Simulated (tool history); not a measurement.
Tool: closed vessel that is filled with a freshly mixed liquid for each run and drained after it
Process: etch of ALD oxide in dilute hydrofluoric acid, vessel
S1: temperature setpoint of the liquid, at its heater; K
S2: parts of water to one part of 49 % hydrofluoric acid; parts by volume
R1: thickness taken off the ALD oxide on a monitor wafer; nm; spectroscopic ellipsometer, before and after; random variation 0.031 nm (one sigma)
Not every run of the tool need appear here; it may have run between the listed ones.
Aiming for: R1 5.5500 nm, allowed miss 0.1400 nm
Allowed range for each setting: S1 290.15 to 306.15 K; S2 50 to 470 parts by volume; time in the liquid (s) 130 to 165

Run 1, day 0.000: S1 298.15 K, S2 260 parts by volume, time in the liquid (s) 165. Result: R1 12.3600 nm.
Run 2, day 0.288: S1 298.15 K, S2 260 parts by volume, time in the liquid (s) 130. Result: R1 9.8082 nm.
Run 3, day 0.621: S1 296.15 K, S2 260 parts by volume, time in the liquid (s) 130. Result: R1 9.0843 nm.
Run 4, day 0.829: S1 295.15 K, S2 265 parts by volume, time in the liquid (s) 130. Result: R1 8.6604 nm.
Run 5, day 1.062: S1 294.15 K, S2 275 parts by volume, time in the liquid (s) 130. Result: R1 7.9289 nm.
Run 6, day 1.162: S1 294.15 K, S2 220 parts by volume, time in the liquid (s) 130. Result: R1 10.3320 nm.
Run 7, day 1.442: S1 293.15 K, S2 240 parts by volume, time in the liquid (s) 130. Result: R1 9.0011 nm.
Run 8, day 1.604: S1 293.15 K, S2 240 parts by volume, time in the liquid (s) 130. Result: R1 8.9465 nm.
Run 9, day 1.712: S1 292.65 K, S2 255 parts by volume, time in the liquid (s) 130. Result: R1 8.2411 nm.
Run 10, day 1.988: S1 292.15 K, S2 265 parts by volume, time in the liquid (s) 130. Result: R1 7.6664 nm.

Exercise: of the 5 proposed moves below, exactly one satisfies all targets within the stated allowed misses. Which move is it?
Run A, day 2.262: S1 290.15 K, S2 245 parts by volume, time in the liquid (s) 155. Result: R1 ?.
Run B, day 2.262: S1 291.65 K, S2 220 parts by volume, time in the liquid (s) 165. Result: R1 ?.
Run C, day 2.262: S1 292.65 K, S2 355 parts by volume, time in the liquid (s) 135. Result: R1 ?.
Run D, day 2.262: S1 293.15 K, S2 235 parts by volume, time in the liquid (s) 160. Result: R1 ?.
Run E, day 2.262: S1 291.15 K, S2 280 parts by volume, time in the liquid (s) 130. Result: R1 ?.

move       R1
   A   9.3772
   B  12.0530
   C   5.6295
   D  11.4270
   E   6.9359
A: further off than the last run
B: further off than the last run
C: in spec on every target
D: further off than the last run
E: an improvement on the last run, though not all results are within tolerance
The right move is C.

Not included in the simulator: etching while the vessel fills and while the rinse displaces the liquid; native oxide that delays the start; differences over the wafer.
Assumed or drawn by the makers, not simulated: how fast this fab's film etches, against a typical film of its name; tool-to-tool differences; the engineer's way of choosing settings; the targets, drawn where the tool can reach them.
